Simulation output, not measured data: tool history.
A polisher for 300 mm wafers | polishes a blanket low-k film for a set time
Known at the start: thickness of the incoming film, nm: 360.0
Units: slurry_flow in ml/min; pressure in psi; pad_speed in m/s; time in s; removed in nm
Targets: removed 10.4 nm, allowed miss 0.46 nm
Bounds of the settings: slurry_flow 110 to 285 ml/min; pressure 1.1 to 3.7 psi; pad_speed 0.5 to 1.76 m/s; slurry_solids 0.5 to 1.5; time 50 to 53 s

{"run": 1, "hour": 0.0, "slurry_flow": 180, "pressure": 2.4, "pad_speed": 1.12, "slurry_solids": 1, "time": 50, "removed": 29.268}
{"run": 2, "hour": 7.3, "slurry_flow": 180, "pressure": 2.4, "pad_speed": 1.12, "slurry_solids": 1, "time": 50, "removed": 29.213}
{"run": 3, "hour": 11.4, "slurry_flow": 180, "pressure": 2.4, "pad_speed": 0.92, "slurry_solids": 1, "time": 50, "removed": 24.838}
{"run": 4, "hour": 13.7, "slurry_flow": 180, "pressure": 2, "pad_speed": 0.8, "slurry_solids": 1, "time": 50, "removed": 18.474}
{"run": 5, "hour": 17.4, "slurry_flow": 180, "pressure": 1.7, "pad_speed": 0.76, "slurry_solids": 1, "time": 50, "removed": 15.315}
{"run": 6, "hour": 25.9, "slurry_flow": 180, "pressure": 1.5, "pad_speed": 0.74, "slurry_solids": 1, "time": 50, "removed": 13.36}
{"run": 7, "hour": 34.6, "slurry_flow": 180, "pressure": 1.4, "pad_speed": 0.72, "slurry_solids": 1, "time": 50, "removed": 12.415}
{"run": 8, "hour": 40.4, "slurry_flow": 180, "pressure": 1.3, "pad_speed": 0.72, "slurry_solids": 1, "time": 50, "removed": 11.402}

Which of these 4 next moves meets every target?
{"run": "A", "hour": 46.2, "slurry_flow": 125, "pressure": 1.2, "pad_speed": 0.86, "slurry_solids": 1.1, "time": 51, "removed": "?"}
{"run": "B", "hour": 46.2, "slurry_flow": 170, "pressure": 1.4, "pad_speed": 0.82, "slurry_solids": 0.95, "time": 50, "removed": "?"}
{"run": "C", "hour": 46.2, "slurry_flow": 205, "pressure": 1.5, "pad_speed": 0.6, "slurry_solids": 0.85, "time": 50, "removed": "?"}
{"run": "D", "hour": 46.2, "slurry_flow": 170, "pressure": 1.3, "pad_speed": 0.78, "slurry_solids": 1.05, "time": 52, "removed": "?"}

move=A removed=12.523
move=B removed=13.405
move=C removed=10.684
move=D removed=13.232
A: further off than the last run
B: further off than the last run
C: meets every target
D: further off than the last run
The right move is C.
